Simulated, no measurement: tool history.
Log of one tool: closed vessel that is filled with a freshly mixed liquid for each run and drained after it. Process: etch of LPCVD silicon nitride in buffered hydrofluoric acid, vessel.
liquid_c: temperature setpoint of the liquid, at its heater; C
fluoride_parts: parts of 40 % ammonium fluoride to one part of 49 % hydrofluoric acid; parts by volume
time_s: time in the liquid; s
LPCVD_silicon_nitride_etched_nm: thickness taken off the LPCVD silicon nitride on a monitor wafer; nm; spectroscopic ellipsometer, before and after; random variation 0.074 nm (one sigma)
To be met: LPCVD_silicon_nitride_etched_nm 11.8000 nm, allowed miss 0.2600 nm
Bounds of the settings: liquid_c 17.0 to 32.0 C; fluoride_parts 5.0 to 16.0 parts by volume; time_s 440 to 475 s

run  hour  liquid_c  fluoride_parts  time_s  LPCVD_silicon_nitride_etched_nm
  1   0.0      24.0             9.5     440                           5.9255
  2   6.5      25.0             9.0     440                           6.5431
  3   9.6      25.0             9.0     440                           6.4921
  4  15.7      25.0             9.0     440                           6.5743
  5  18.9      25.0            10.0     440                           6.1147
  6  19.8      25.0            10.0     440                           6.1151
  7  24.8      25.0            10.0     440                           6.1157
  8  33.0      26.0             9.5     440                           6.6512
  9  41.0      27.0             9.0     440                           7.3663
 10  46.5      31.0             6.5     440                          12.4270

4 next moves are on the table. One of them brings every result within its allowed miss. Which?
  A  52.0      32.0             7.0     470                                ?
  B  52.0      29.0             6.5     440                                ?
  C  52.0      30.5             6.5     450                                ?
  D  52.0      30.5             7.0     455                                ?

move  LPCVD_silicon_nitride_etched_nm
   A                          13.2790
   B                          11.3360
   C                          12.5420
   D                          11.8920
A: further off than the last run
B: takes the result that was furthest off past its target
C: further off than the last run
D: meets every target
Answer: D
